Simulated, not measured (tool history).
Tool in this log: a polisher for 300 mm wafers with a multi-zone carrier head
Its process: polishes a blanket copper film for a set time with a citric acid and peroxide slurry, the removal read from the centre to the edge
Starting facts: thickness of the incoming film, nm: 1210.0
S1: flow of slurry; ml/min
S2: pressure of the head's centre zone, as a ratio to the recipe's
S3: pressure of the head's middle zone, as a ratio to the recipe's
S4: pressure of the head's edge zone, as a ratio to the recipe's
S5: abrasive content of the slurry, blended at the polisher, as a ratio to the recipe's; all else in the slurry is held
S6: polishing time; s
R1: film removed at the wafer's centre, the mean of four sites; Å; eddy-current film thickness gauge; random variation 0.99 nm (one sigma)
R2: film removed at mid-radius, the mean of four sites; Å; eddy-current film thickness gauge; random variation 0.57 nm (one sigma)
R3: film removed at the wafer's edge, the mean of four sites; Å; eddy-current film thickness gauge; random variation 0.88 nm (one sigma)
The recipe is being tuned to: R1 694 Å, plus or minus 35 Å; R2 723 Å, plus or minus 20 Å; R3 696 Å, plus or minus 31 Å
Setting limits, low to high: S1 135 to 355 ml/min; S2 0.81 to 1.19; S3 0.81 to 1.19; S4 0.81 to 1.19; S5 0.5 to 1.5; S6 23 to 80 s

run 1 hour=0 | S1=225 S2=1 S3=1 S4=1 S5=1 S6=51 | R1=1058 R2=1017.5 R3=1062.2
run 2 hour=8.1 | S1=225 S2=1 S3=1 S4=1 S5=1 S6=42 | R1=875.2 R2=850.54 R3=868.01
run 3 hour=11.5 | S1=225 S2=1 S3=1 S4=1 S5=1.15 S6=42 | R1=889.68 R2=892.63 R3=886.51
run 4 hour=17.4 | S1=225 S2=0.98 S3=1 S4=0.96 S5=1.05 S6=40 | R1=812.53 R2=823.9 R3=813.98
run 5 hour=21.6 | S1=225 S2=1.05 S3=1 S4=0.96 S5=1.05 S6=40 | R1=901.09 R2=826.17 R3=822.3
run 6 hour=27.4 | S1=180 S2=1.05 S3=1 S4=0.96 S5=1.05 S6=40 | R1=862.45 R2=799.97 R3=794.89
run 7 hour=36 | S1=175 S2=1.02 S3=0.99 S4=0.93 S5=1 S6=40 | R1=812.27 R2=771.9 R3=783.23
run 8 hour=40.9 | S1=175 S2=1.01 S3=1 S4=0.91 S5=0.95 S6=39 | R1=757.52 R2=738.9 R3=723.83
run 9 hour=41.8 | S1=175 S2=1.01 S3=1 S4=0.91 S5=0.95 S6=39 | R1=769.59 R2=753.22 R3=741.25
run 10 hour=48.4 | S1=170 S2=1 S3=1 S4=0.89 S5=0.95 S6=39 | R1=767.68 R2=746.53 R3=734.01
run 11 hour=53.8 | S1=165 S2=0.98 S3=1 S4=0.88 S5=0.95 S6=39 | R1=743.12 R2=730.58 R3=718.11
run 12 hour=61 | S1=165 S2=0.98 S3=1 S4=0.88 S5=0.95 S6=39 | R1=757.76 R2=738.02 R3=722.46
run 13 hour=68.5 | S1=165 S2=0.98 S3=1 S4=0.88 S5=0.95 S6=39 | R1=746.28 R2=748.12 R3=715.07

Of the 4 settings listed for the next run, only one would bring every result within its allowed miss of target. Which one?
run A hour=76 | S1=165 S2=1.04 S3=0.97 S4=0.81 S5=1 S6=42 | R1=? R2=? R3=?
run B hour=76 | S1=220 S2=0.95 S3=1 S4=0.89 S5=0.65 S6=41 | R1=? R2=? R3=?
run C hour=76 | S1=165 S2=0.91 S3=1.09 S4=0.95 S5=0.75 S6=40 | R1=? R2=? R3=?
run D hour=76 | S1=180 S2=0.86 S3=1.03 S4=0.87 S5=0.95 S6=39 | R1=? R2=? R3=?

move=A R1=851.78 R2=790.3 R3=751.69
move=B R1=689.65 R2=715.3 R3=682.88
move=C R1=645.59 R2=756.24 R3=698.93
move=D R1=653.83 R2=771.79 R3=716.16
A: lands further from the targets than the last run did
B: hits every target within its allowed miss
C: carries the result that was furthest off beyond its target, to the other side
D: carries the result that was furthest off beyond its target, to the other side
Correct choice: B, which meets every target
